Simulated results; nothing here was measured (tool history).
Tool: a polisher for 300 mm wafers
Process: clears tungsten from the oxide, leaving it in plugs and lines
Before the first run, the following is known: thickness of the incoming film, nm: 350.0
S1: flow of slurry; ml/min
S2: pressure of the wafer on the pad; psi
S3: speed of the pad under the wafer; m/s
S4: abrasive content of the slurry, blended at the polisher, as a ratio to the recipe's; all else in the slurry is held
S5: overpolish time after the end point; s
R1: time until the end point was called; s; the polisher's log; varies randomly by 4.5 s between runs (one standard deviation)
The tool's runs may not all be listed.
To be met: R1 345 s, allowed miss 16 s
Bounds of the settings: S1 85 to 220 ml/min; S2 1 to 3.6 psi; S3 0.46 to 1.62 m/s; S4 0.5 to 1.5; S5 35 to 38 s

run 1 hour=0 | S1=140 S2=2.3 S3=1.04 S4=1 S5=35 | R1=129.32
run 2 hour=3.8 | S1=160 S2=2.3 S3=1.04 S4=1 S5=35 | R1=129.1
run 3 hour=4.6 | S1=160 S2=2 S3=1.04 S4=1 S5=35 | R1=141.88
run 4 hour=5.7 | S1=160 S2=2 S3=1.04 S4=0.95 S5=35 | R1=145.91
run 5 hour=10.8 | S1=160 S2=2 S3=1.04 S4=1.1 S5=35 | R1=139.89
run 6 hour=17.6 | S1=185 S2=2 S3=1.04 S4=1.1 S5=35 | R1=138.21
run 7 hour=24.9 | S1=185 S2=1.7 S3=0.88 S4=1.1 S5=35 | R1=184.62
run 8 hour=32.7 | S1=185 S2=1.5 S3=0.78 S4=1.1 S5=35 | R1=219.42
run 9 hour=38.3 | S1=185 S2=1.4 S3=0.7 S4=1.1 S5=35 | R1=258.38
run 10 hour=44.6 | S1=180 S2=1.3 S3=0.68 S4=1.1 S5=35 | R1=278.87
run 11 hour=50.6 | S1=170 S2=1.2 S3=0.68 S4=1.1 S5=35 | R1=294
run 12 hour=55.7 | S1=165 S2=1.1 S3=0.66 S4=1.1 S5=35 | R1=327.36
run 13 hour=60.1 | S1=160 S2=1.1 S3=0.66 S4=1.1 S5=35 | R1=326.74
run 14 hour=68.8 | S1=160 S2=1.1 S3=0.66 S4=1.1 S5=35 | R1=329.6
run 15 hour=75.5 | S1=160 S2=1.1 S3=0.66 S4=1.1 S5=35 | R1=329.99

Below are 5 possible settings for the next run. Only one of them brings all results inside the allowed miss of their targets. Which is it?
run A hour=82.2 | S1=190 S2=1.2 S3=0.66 S4=1.15 S5=35 | R1=?
run B hour=82.2 | S1=150 S2=1.2 S3=0.56 S4=0.9 S5=35 | R1=?
run C hour=82.2 | S1=170 S2=1.1 S3=0.68 S4=1.15 S5=35 | R1=?
run D hour=82.2 | S1=180 S2=1 S3=0.72 S4=1.3 S5=38 | R1=?
run E hour=82.2 | S1=135 S2=1 S3=0.68 S4=1.25 S5=35 | R1=?

move=A R1=297.7
move=B R1=372.06
move=C R1=309.9
move=D R1=302.61
move=E R1=334.98
A: its largest miss is bigger than the last run's
B: moves the result that the last run missed by most past its target, out the other side
C: its largest miss is bigger than the last run's
D: its largest miss is bigger than the last run's
E: hits every target within its allowed miss
Move E is the one to make.

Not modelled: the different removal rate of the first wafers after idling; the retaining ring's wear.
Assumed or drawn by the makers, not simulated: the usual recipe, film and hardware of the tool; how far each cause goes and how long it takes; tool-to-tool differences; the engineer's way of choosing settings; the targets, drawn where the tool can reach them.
